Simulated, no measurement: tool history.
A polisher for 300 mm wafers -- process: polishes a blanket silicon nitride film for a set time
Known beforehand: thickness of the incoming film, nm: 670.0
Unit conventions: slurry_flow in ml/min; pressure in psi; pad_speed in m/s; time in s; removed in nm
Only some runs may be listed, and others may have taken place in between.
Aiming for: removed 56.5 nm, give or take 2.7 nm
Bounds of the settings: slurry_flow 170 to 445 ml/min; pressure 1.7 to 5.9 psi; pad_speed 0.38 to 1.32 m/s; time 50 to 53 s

| run | hour | slurry_flow | pressure | pad_speed | time | removed |
|---|---|---|---|---|---|---|
| 1 | 0 | 285 | 3.8 | 0.84 | 50 | 86.563 |
| 2 | 5.3 | 285 | 4.4 | 0.84 | 50 | 102.54 |
| 3 | 11.5 | 285 | 4.4 | 0.7 | 50 | 88.541 |
| 4 | 20.5 | 285 | 4.8 | 0.7 | 50 | 97.571 |
| 5 | 27.8 | 285 | 4.8 | 0.62 | 50 | 86.711 |
| 6 | 35.8 | 285 | 3.9 | 0.62 | 50 | 70.61 |
| 7 | 40.7 | 285 | 3.9 | 0.62 | 50 | 71.105 |
| 8 | 44.9 | 285 | 3.6 | 0.62 | 50 | 66.095 |
| 9 | 49.6 | 285 | 3.6 | 0.62 | 50 | 66.693 |
| 10 | 51.2 | 285 | 3.4 | 0.62 | 50 | 62.265 |

Next run, 4 choices. One meets every target within its allowed miss, the rest don't. Which?
| A | 52.8 | 300 | 3.7 | 0.56 | 50 | ? |
| B | 52.8 | 290 | 3.3 | 0.68 | 50 | ? |
| C | 52.8 | 255 | 3.3 | 0.68 | 50 | ? |
| D | 52.8 | 340 | 3 | 0.64 | 50 | ? |

| move | removed |
|---|---|
| A | 61.929 |
| B | 64.717 |
| C | 63.814 |
| D | 57.221 |
A: closes in on the targets versus the last run, not all within tolerance yet
B: moves away from the targets compared with the last run
C: moves away from the targets compared with the last run
D: hits every target within its allowed miss
So the answer is move D, the one that meets all the targets.
